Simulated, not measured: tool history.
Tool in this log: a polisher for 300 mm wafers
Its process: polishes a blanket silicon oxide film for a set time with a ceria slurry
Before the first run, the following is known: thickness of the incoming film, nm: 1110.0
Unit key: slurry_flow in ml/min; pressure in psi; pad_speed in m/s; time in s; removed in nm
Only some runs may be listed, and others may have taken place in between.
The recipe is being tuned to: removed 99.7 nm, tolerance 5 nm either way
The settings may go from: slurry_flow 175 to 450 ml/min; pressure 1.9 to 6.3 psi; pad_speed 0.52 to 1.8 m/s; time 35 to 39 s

run 1 hour=0 | slurry_flow=290 pressure=4.1 pad_speed=1.16 time=39 | removed=224.92
run 2 hour=2.8 | slurry_flow=290 pressure=3.6 pad_speed=1.08 time=39 | removed=189.84
run 3 hour=5.7 | slurry_flow=230 pressure=3.6 pad_speed=1.08 time=39 | removed=185.86
run 4 hour=12.7 | slurry_flow=230 pressure=3.2 pad_speed=1 time=39 | removed=151.03
run 5 hour=19 | slurry_flow=175 pressure=3.2 pad_speed=1 time=39 | removed=147.96
run 6 hour=21.6 | slurry_flow=175 pressure=3.2 pad_speed=0.74 time=39 | removed=112.49
run 7 hour=23.6 | slurry_flow=175 pressure=3.1 pad_speed=0.74 time=39 | removed=112.54
run 8 hour=30.9 | slurry_flow=175 pressure=3 pad_speed=0.74 time=39 | removed=108.94

Exactly one of the 5 candidate moves below puts every result within its allowed miss. Which one?
run A hour=38.2 | slurry_flow=185 pressure=2.5 pad_speed=0.82 time=35 | removed=?
run B hour=38.2 | slurry_flow=195 pressure=2.9 pad_speed=0.8 time=35 | removed=?
run C hour=38.2 | slurry_flow=225 pressure=3.2 pad_speed=0.68 time=39 | removed=?
run D hour=38.2 | slurry_flow=180 pressure=3 pad_speed=0.92 time=39 | removed=?
run E hour=38.2 | slurry_flow=210 pressure=3.8 pad_speed=0.56 time=39 | removed=?

move=A removed=88.915
move=B removed=101.25
move=C removed=110.73
move=D removed=129.44
move=E removed=110.74
A: the result that was furthest off in the last run now lies on the other side of its target
B: hits every target within its allowed miss
C: further off than the last run
D: further off than the last run
E: further off than the last run
So the answer is move B, the one that meets all the targets.
